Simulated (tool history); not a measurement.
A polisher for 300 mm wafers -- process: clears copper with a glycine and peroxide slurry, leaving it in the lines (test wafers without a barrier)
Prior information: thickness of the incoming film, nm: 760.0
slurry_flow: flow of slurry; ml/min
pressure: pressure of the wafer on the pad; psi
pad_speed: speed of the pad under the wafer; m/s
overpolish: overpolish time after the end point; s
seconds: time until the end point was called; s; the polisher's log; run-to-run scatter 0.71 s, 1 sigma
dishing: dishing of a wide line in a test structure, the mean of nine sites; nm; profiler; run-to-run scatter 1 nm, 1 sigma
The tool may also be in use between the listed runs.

{"run": 1, "hour": 0.0, "slurry_flow": 180, "pressure": 2.3, "pad_speed": 1.26, "overpolish": 17, "seconds": 108.63, "dishing": 41.146}
{"run": 2, "hour": 1.4, "slurry_flow": 180, "pressure": 2.3, "pad_speed": 1.26, "overpolish": 21, "seconds": 110.46, "dishing": 43.162}
{"run": 3, "hour": 10.1, "slurry_flow": 180, "pressure": 2.3, "pad_speed": 1.26, "overpolish": 18, "seconds": 108.0, "dishing": 41.42}
{"run": 4, "hour": 17.1, "slurry_flow": 185, "pressure": 2.5, "pad_speed": 1.28, "overpolish": 17, "seconds": 103.09, "dishing": 42.961}
{"run": 5, "hour": 24.0, "slurry_flow": 185, "pressure": 2.5, "pad_speed": 1.28, "overpolish": 10, "seconds": 102.8, "dishing": 35.824}
{"run": 6, "hour": 31.3, "slurry_flow": 185, "pressure": 2.8, "pad_speed": 1.3, "overpolish": 10, "seconds": 95.83, "dishing": 37.079}

What will run 7 give?
{"run": 7, "hour": 35.8, "slurry_flow": 190, "pressure": 3.0, "pad_speed": 1.34, "overpolish": 11, "seconds": "?", "dishing": "?"}

{"run 7": {"seconds": 91.151, "dishing": 37.285}}
